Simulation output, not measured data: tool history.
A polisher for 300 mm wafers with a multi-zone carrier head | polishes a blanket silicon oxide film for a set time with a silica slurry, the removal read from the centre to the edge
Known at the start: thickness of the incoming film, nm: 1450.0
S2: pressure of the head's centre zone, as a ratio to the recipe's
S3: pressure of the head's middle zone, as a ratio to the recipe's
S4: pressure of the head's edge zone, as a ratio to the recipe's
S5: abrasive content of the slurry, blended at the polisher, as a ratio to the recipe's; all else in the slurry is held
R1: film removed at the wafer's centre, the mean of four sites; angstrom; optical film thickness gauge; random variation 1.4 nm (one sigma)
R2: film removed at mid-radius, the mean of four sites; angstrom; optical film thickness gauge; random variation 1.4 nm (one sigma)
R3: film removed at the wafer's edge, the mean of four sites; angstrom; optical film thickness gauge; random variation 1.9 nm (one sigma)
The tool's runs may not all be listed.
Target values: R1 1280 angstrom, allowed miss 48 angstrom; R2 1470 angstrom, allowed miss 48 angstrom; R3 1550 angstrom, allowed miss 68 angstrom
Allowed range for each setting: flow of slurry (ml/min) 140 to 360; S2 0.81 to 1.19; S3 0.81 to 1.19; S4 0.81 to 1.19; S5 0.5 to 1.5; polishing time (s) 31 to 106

Run 1, hour 0: flow of slurry (ml/min) 230, S2 1, S3 1, S4 1, S5 1, polishing time (s) 68. Result: R1 2168 angstrom, R2 2231.7 angstrom, R3 2146.1 angstrom.
Run 2, hour 5.7: flow of slurry (ml/min) 220, S2 0.96, S3 0.98, S4 1, S5 0.9, polishing time (s) 67. Result: R1 1972.3 angstrom, R2 1996 angstrom, R3 2065.2 angstrom.
Run 3, hour 10.5: flow of slurry (ml/min) 220, S2 0.93, S3 1, S4 0.99, S5 0.8, polishing time (s) 65. Result: R1 1736.7 angstrom, R2 1869.7 angstrom, R3 1862.1 angstrom.
Run 4, hour 13.6: flow of slurry (ml/min) 220, S2 0.93, S3 1, S4 0.99, S5 0.8, polishing time (s) 78. Result: R1 2067.1 angstrom, R2 2269 angstrom, R3 2232 angstrom.
Run 5, hour 22.3: flow of slurry (ml/min) 220, S2 0.86, S3 1, S4 0.99, S5 0.8, polishing time (s) 78. Result: R1 1903.7 angstrom, R2 2230.9 angstrom, R3 2177.3 angstrom.
Run 6, hour 25.3: flow of slurry (ml/min) 220, S2 0.86, S3 1.05, S4 0.99, S5 0.8, polishing time (s) 78. Result: R1 1933.7 angstrom, R2 2328.4 angstrom, R3 2182.5 angstrom.
Run 7, hour 31.5: flow of slurry (ml/min) 215, S2 0.85, S3 1.02, S4 0.98, S5 0.75, polishing time (s) 75. Result: R1 1763.4 angstrom, R2 2117.5 angstrom, R3 2004 angstrom.
Run 8, hour 38: flow of slurry (ml/min) 205, S2 0.84, S3 0.99, S4 0.98, S5 0.7, polishing time (s) 73. Result: R1 1626.7 angstrom, R2 1916.8 angstrom, R3 1890.7 angstrom.
Run 9, hour 45.6: flow of slurry (ml/min) 165, S2 0.81, S3 0.92, S4 0.94, S5 0.5, polishing time (s) 67. Result: R1 1105 angstrom, R2 1281.4 angstrom, R3 1346.3 angstrom.
Run 10, hour 48.8: flow of slurry (ml/min) 185, S2 0.81, S3 0.92, S4 0.96, S5 0.5, polishing time (s) 67. Result: R1 1121.7 angstrom, R2 1311 angstrom, R3 1391.1 angstrom.
Run 11, hour 50.3: flow of slurry (ml/min) 250, S2 0.88, S3 0.96, S4 1.02, S5 0.55, polishing time (s) 67. Result: R1 1371.3 angstrom, R2 1487.7 angstrom, R3 1561.4 angstrom.
Run 12, hour 52.3: flow of slurry (ml/min) 245, S2 0.87, S3 0.96, S4 1.02, S5 0.55, polishing time (s) 67. Result: R1 1374.2 angstrom, R2 1495.6 angstrom, R3 1583.9 angstrom.
Run 13, hour 52.9: flow of slurry (ml/min) 235, S2 0.81, S3 0.96, S4 0.99, S5 0.5, polishing time (s) 67. Result: R1 1167.1 angstrom, R2 1403.8 angstrom, R3 1452.7 angstrom.
Run 14, hour 53.4: flow of slurry (ml/min) 235, S2 0.82, S3 0.97, S4 1.01, S5 0.5, polishing time (s) 67. Result: R1 1183.9 angstrom, R2 1430.6 angstrom, R3 1444.1 angstrom.
Run 15, hour 61.9: flow of slurry (ml/min) 265, S2 0.84, S3 0.93, S4 1.07, S5 0.6, polishing time (s) 67. Result: R1 1395 angstrom, R2 1556.4 angstrom, R3 1650.1 angstrom.
Run 16, hour 67.7: flow of slurry (ml/min) 260, S2 0.83, S3 0.93, S4 1.05, S5 0.6, polishing time (s) 67. Result: R1 1368.3 angstrom, R2 1564.7 angstrom, R3 1653.5 angstrom.
Run 17, hour 69.3: flow of slurry (ml/min) 250, S2 0.83, S3 0.93, S4 1.03, S5 0.6, polishing time (s) 67. Result: R1 1352.5 angstrom, R2 1551 angstrom, R3 1666.7 angstrom.
Run 18, hour 77: flow of slurry (ml/min) 240, S2 0.83, S3 0.93, S4 1.03, S5 0.6, polishing time (s) 67. Result: R1 1353.4 angstrom, R2 1555.7 angstrom, R3 1616.7 angstrom.
Run 19, hour 79.4: flow of slurry (ml/min) 235, S2 0.83, S3 0.92, S4 1.02, S5 0.6, polishing time (s) 67. Result: R1 1362.4 angstrom, R2 1529.3 angstrom, R3 1648.2 angstrom.
Run 20, hour 84.4: flow of slurry (ml/min) 225, S2 0.83, S3 0.92, S4 1.01, S5 0.6, polishing time (s) 67. Result: R1 1351.7 angstrom, R2 1514.1 angstrom, R3 1634 angstrom.
Run 21, hour 85.9: flow of slurry (ml/min) 220, S2 0.83, S3 0.92, S4 1, S5 0.6, polishing time (s) 67. Result: R1 1344.7 angstrom, R2 1510.9 angstrom, R3 1621.6 angstrom.
Run 22, hour 90.9: flow of slurry (ml/min) 215, S2 0.83, S3 0.92, S4 1, S5 0.6, polishing time (s) 67. Result: R1 1368.3 angstrom, R2 1494.6 angstrom, R3 1607 angstrom.
Run 23, hour 97.3: flow of slurry (ml/min) 215, S2 0.83, S3 0.92, S4 0.99, S5 0.6, polishing time (s) 67. Result: R1 1357.9 angstrom, R2 1495.8 angstrom, R3 1595.2 angstrom.
Run 24, hour 105.9: flow of slurry (ml/min) 210, S2 0.83, S3 0.92, S4 0.99, S5 0.6, polishing time (s) 67. Result: R1 1330.8 angstrom, R2 1531.5 angstrom, R3 1558.5 angstrom.
Run 25, hour 108.8: flow of slurry (ml/min) 210, S2 0.83, S3 0.91, S4 1, S5 0.6, polishing time (s) 67. Result: R1 1333.1 angstrom, R2 1499.8 angstrom, R3 1586.4 angstrom.

Of the 5 settings listed for the next run, only one would bring every result within its allowed miss of target. Which one?
Run A, hour 111.7: flow of slurry (ml/min) 225, S2 0.85, S3 0.94, S4 1.01, S5 0.65, polishing time (s) 63. Result: R1 ?, R2 ?, R3 ?.
Run B, hour 111.7: flow of slurry (ml/min) 150, S2 1, S3 1.13, S4 1.13, S5 0.5, polishing time (s) 72. Result: R1 ?, R2 ?, R3 ?.
Run C, hour 111.7: flow of slurry (ml/min) 210, S2 0.83, S3 0.83, S4 1.02, S5 0.55, polishing time (s) 70. Result: R1 ?, R2 ?, R3 ?.
Run D, hour 111.7: flow of slurry (ml/min) 175, S2 0.87, S3 0.99, S4 1.07, S5 0.5, polishing time (s) 72. Result: R1 ?, R2 ?, R3 ?.
Run E, hour 111.7: flow of slurry (ml/min) 215, S2 0.88, S3 0.88, S4 0.98, S5 0.6, polishing time (s) 66. Result: R1 ?, R2 ?, R3 ?.

move      R1      R2      R3
   A  1356.1  1529.1  1591.8
   B  1410.1  1594.5  1529.7
   C  1306.5  1363.3    1587
   D  1274.3  1473.2  1526.4
   E  1387.2  1432.6  1556.7
A: misses by more than the last run did
B: misses by more than the last run did
C: gets the furthest-off result to its target, but another result is out of tolerance
D: hits every target within its allowed miss
E: misses by more than the last run did
D meets every target.
